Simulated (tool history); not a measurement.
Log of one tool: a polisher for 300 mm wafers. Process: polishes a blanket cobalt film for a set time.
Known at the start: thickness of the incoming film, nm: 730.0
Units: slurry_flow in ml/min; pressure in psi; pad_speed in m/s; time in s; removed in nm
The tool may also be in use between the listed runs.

Run 1, day 0.000: slurry_flow 150 ml/min, pressure 1.7 psi, pad_speed 1.18 m/s, time 69 s. Result: removed 369.68 nm.
Run 2, day 0.167: slurry_flow 155 ml/min, pressure 1.8 psi, pad_speed 1.18 m/s, time 69 s. Result: removed 405.50 nm.
Run 3, day 0.208: slurry_flow 155 ml/min, pressure 1.4 psi, pad_speed 1.18 m/s, time 69 s. Result: removed 314.84 nm.
Run 4, day 0.329: slurry_flow 160 ml/min, pressure 1.5 psi, pad_speed 1.18 m/s, time 69 s. Result: removed 340.21 nm.
Run 5, day 0.604: slurry_flow 160 ml/min, pressure 1.8 psi, pad_speed 1.18 m/s, time 69 s. Result: removed 410.48 nm.
Run 6, day 0.904: slurry_flow 160 ml/min, pressure 1.8 psi, pad_speed 1.18 m/s, time 72 s. Result: removed 419.55 nm.
Run 7, day 1.242: slurry_flow 165 ml/min, pressure 1.8 psi, pad_speed 1.18 m/s, time 72 s. Result: removed 421.62 nm.
Run 8, day 1.379: slurry_flow 165 ml/min, pressure 1.8 psi, pad_speed 1.18 m/s, time 72 s. Result: removed 425.87 nm.
Run 9, day 1.654: slurry_flow 170 ml/min, pressure 1.8 psi, pad_speed 1.18 m/s, time 72 s. Result: removed 423.22 nm.

The next listed run, before its measurement:
Run 10, day 1.871: slurry_flow 170 ml/min, pressure 1.9 psi, pad_speed 1.18 m/s, time 72 s. Result: removed ?.

{"run 10": {"removed": 444.93}}

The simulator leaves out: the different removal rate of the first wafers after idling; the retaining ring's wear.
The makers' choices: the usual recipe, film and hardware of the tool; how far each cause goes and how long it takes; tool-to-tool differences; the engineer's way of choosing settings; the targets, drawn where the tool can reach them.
